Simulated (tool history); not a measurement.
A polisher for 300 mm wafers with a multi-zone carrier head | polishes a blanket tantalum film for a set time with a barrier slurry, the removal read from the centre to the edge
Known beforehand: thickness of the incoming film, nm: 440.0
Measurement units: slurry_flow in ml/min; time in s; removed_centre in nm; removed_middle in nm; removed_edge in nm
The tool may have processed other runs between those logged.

run	hour	slurry_flow	centre_zone	middle_zone	edge_zone	slurry_solids	time	removed_centre	removed_middle	removed_edge
1	0.0	205	1.00	1.00	1.00	1.00	53	62.667	62.254	62.144
2	0.9	205	1.00	1.00	1.00	1.20	53	65.815	64.269	64.813
3	9.5	200	0.98	1.00	0.99	1.15	52	62.507	63.241	64.074
4	14.5	200	0.98	1.00	0.91	1.15	52	62.978	63.349	60.405
5	15.9	200	0.98	1.00	0.85	1.15	52	62.150	62.583	60.266
6	18.2	195	0.96	1.00	0.85	1.10	52	60.481	60.888	58.549
7	25.3	190	0.94	1.01	0.88	1.05	51	56.520	61.135	58.243

Estimate the outcome of run 8 from the log above:
8	32.0	190	0.93	1.00	0.88	1.00	51	?	?	?

{"run 8": {"removed_centre": 55.909, "removed_middle": 59.505, "removed_edge": 55.9}}
